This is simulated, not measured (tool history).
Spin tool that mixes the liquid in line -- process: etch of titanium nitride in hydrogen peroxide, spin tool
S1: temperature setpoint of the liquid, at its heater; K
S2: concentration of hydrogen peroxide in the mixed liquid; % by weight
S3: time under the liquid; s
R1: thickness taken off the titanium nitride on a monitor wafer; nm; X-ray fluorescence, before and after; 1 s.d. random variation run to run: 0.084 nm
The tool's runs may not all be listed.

run 1 hour=0.0 | S1=318.15 S2=18.5 S3=85 | R1=4.0136
run 2 hour=5.5 | S1=312.65 S2=18.5 S3=85 | R1=2.6206
run 3 hour=10.0 | S1=317.15 S2=18.5 S3=85 | R1=3.6968
run 4 hour=15.8 | S1=320.65 S2=18.5 S3=85 | R1=4.9444
run 5 hour=18.5 | S1=320.65 S2=15.5 S3=85 | R1=4.6565
run 6 hour=20.7 | S1=323.15 S2=15.5 S3=85 | R1=5.6503

What does the tool deliver on the next run?
run 7 hour=25.9 | S1=324.65 S2=15.5 S3=85 | R1=?

{"run 7": {"R1": 6.3516}}
